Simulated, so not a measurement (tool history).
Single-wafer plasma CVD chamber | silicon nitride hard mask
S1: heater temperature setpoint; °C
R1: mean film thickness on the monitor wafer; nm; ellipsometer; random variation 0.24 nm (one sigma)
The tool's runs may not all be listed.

run 1 hour=0 | S1=380 chamber_pressure_(Torr)=1.1 RF_power_(W)=345 deposition_time_(s)=32.4 | R1=33.948
run 2 hour=2 | S1=380 chamber_pressure_(Torr)=1.15 RF_power_(W)=350 deposition_time_(s)=32.4 | R1=34.721
run 3 hour=6.7 | S1=380 chamber_pressure_(Torr)=1.15 RF_power_(W)=385 deposition_time_(s)=32.4 | R1=37.032
run 4 hour=13.6 | S1=380 chamber_pressure_(Torr)=1.19 RF_power_(W)=385 deposition_time_(s)=32.4 | R1=37.411
run 5 hour=15.2 | S1=380 chamber_pressure_(Torr)=1.19 RF_power_(W)=350 deposition_time_(s)=32.4 | R1=35.213
-- hour=16.4 RF generator calibrated
run 6 hour=16.4 | S1=380 chamber_pressure_(Torr)=1.3 RF_power_(W)=350 deposition_time_(s)=32.4 | R1=38.519
run 7 hour=20.1 | S1=380 chamber_pressure_(Torr)=1.39 RF_power_(W)=350 deposition_time_(s)=32.4 | R1=38.481

Forecast run 8:
run 8 hour=24 | S1=380 chamber_pressure_(Torr)=1.41 RF_power_(W)=350 deposition_time_(s)=32.4 | R1=?

Run 8 gave R1 39.022 nm.

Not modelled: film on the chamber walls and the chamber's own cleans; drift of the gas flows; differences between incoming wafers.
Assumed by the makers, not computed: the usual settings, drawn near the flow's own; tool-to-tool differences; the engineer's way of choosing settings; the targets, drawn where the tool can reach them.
